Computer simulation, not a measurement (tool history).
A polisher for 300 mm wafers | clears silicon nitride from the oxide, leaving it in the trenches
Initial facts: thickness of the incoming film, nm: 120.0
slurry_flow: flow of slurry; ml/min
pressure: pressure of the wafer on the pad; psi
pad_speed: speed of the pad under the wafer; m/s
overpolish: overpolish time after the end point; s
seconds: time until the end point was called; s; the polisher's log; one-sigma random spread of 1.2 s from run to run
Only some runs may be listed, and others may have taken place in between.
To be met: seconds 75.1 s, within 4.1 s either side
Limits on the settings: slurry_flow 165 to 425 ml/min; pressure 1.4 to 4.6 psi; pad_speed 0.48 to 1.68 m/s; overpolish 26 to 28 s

run	hour	slurry_flow	pressure	pad_speed	overpolish	seconds
1	0	275	3	1.08	26	91.486
2	6.5	275	3	1.22	26	85.396
3	14	275	3.1	1.22	26	82.368
4	15.9	275	2.8	1.22	26	88.102
5	20.3	275	2.9	1.24	26	84.214
6	26.9	275	2.9	1.24	28	86.977
7	35.6	275	3	1.24	28	84.914
8	41.7	275	3	1.24	28	82.875
9	47.2	275	3.1	1.24	28	78.924

Below are 5 possible settings for the next run. Only one of them brings all results inside the allowed miss of their targets. Which is it?
A	52.7	325	2.6	1.34	26	?
B	52.7	270	3.2	1.04	26	?
C	52.7	270	2.7	1.28	28	?
D	52.7	340	3.2	1.28	26	?
E	52.7	170	3.5	1.1	26	?

move	seconds
A	90.768
B	92.967
C	92.609
D	76.804
E	87.222
A: misses by more than the last run did
B: misses by more than the last run did
C: misses by more than the last run did
D: every result lands within tolerance
E: misses by more than the last run did
D meets every target.

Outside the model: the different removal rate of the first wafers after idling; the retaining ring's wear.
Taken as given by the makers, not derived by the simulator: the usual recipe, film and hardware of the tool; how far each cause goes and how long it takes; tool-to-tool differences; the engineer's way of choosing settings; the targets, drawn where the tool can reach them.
